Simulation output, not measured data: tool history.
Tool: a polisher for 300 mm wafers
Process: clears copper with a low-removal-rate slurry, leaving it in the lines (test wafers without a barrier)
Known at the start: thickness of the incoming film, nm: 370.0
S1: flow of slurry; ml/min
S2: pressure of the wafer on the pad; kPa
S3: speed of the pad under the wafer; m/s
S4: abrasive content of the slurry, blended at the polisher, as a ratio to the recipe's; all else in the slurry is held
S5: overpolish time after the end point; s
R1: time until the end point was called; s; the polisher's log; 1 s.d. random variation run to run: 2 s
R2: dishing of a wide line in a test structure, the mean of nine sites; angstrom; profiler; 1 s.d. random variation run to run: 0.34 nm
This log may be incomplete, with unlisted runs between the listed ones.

run	day	S1	S2	S3	S4	S5	R1	R2
1	0	185	16.5	1.14	1	21	141.08	366.8
2	0.162	185	15.2	1.14	1	21	154.61	345.02
3	0.492	185	15.2	1.14	1.1	21	146.77	346.35
4	0.721	185	15.2	1.14	1.1	20	148.07	342.52
5	0.754	185	15.2	1.14	0.9	20	156.11	319.56
6	0.854	185	15.2	0.96	0.9	20	179.12	285.14

Expected results for the next run?
# day 1.183: head pressure recalibrated
7	1.183	185	15.9	0.96	0.9	19	?	?

{"run 7": {"R1": 189.91, "R2": 266.65}}
